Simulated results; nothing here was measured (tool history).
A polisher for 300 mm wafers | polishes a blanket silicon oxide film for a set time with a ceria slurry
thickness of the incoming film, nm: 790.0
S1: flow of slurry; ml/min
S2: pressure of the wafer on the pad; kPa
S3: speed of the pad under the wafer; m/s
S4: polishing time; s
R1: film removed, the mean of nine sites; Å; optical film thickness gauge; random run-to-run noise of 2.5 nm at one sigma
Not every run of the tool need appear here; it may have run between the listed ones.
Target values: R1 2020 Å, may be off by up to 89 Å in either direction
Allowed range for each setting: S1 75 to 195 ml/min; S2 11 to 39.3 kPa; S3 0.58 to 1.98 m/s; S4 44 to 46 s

run,day,S1,S2,S3,S4,R1
1,0,125,24.8,1.28,44,2623.8
2,0.133,125,29,1.28,44,2966.7
3,0.45,125,27.6,1.28,44,2874.2
4,0.612,125,30.3,1.28,44,3136.7
5,0.679,125,29,1.28,44,3014.3
6,0.721,125,29,1.28,44,3015.8
7,0.771,110,22.1,1.24,44,2343.9
8,0.967,110,22.1,1.24,44,2284.8
9,1.271,110,21.4,1.24,44,2237
10,1.517,110,20,1.24,44,2098.8

4 candidate next runs follow, results not yet known. Just one meets every target within its allowed miss. Identify it.
A,1.762,105,21.4,1.2,45,?
B,1.762,110,22.1,1.16,45,?
C,1.762,95,20,1.16,46,?
D,1.762,130,24.8,0.98,46,?

move,R1
A,2190.9
B,2189.3
C,2025.4
D,2140.8
A: the biggest miss grows against the last run
B: the biggest miss grows against the last run
C: every result within its allowed miss
D: the biggest miss grows against the last run
The right move is C.

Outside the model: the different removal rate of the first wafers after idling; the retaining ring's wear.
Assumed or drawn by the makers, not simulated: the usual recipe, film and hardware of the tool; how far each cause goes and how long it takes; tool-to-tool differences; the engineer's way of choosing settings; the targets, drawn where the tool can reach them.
